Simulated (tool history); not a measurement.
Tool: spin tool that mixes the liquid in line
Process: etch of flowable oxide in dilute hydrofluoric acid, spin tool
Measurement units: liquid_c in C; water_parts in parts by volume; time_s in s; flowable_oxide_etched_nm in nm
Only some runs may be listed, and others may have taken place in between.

run 1 hour=0.0 | liquid_c=21.0 water_parts=70 time_s=15 | flowable_oxide_etched_nm=9.7138
run 2 hour=2.3 | liquid_c=21.0 water_parts=60 time_s=15 | flowable_oxide_etched_nm=11.5320
run 3 hour=4.7 | liquid_c=21.0 water_parts=60 time_s=15 | flowable_oxide_etched_nm=11.4560
run 4 hour=9.7 | liquid_c=21.0 water_parts=40 time_s=15 | flowable_oxide_etched_nm=17.6520
-- hour=16.1 hydrofluoric acid flow meter replaced
run 5 hour=16.1 | liquid_c=18.5 water_parts=40 time_s=15 | flowable_oxide_etched_nm=14.0590
run 6 hour=23.4 | liquid_c=21.5 water_parts=40 time_s=15 | flowable_oxide_etched_nm=15.9310
run 7 hour=24.7 | liquid_c=23.5 water_parts=35 time_s=15 | flowable_oxide_etched_nm=20.3300
run 8 hour=31.3 | liquid_c=25.0 water_parts=35 time_s=15 | flowable_oxide_etched_nm=21.1760
run 9 hour=37.7 | liquid_c=26.0 water_parts=35 time_s=15 | flowable_oxide_etched_nm=22.2370
run 10 hour=39.5 | liquid_c=27.0 water_parts=35 time_s=15 | flowable_oxide_etched_nm=23.1040

The next listed run, before its measurement:
run 11 hour=45.8 | liquid_c=29.0 water_parts=30 time_s=15 | flowable_oxide_etched_nm=?

For run 11 the tool returned flowable_oxide_etched_nm 29.3540 nm.

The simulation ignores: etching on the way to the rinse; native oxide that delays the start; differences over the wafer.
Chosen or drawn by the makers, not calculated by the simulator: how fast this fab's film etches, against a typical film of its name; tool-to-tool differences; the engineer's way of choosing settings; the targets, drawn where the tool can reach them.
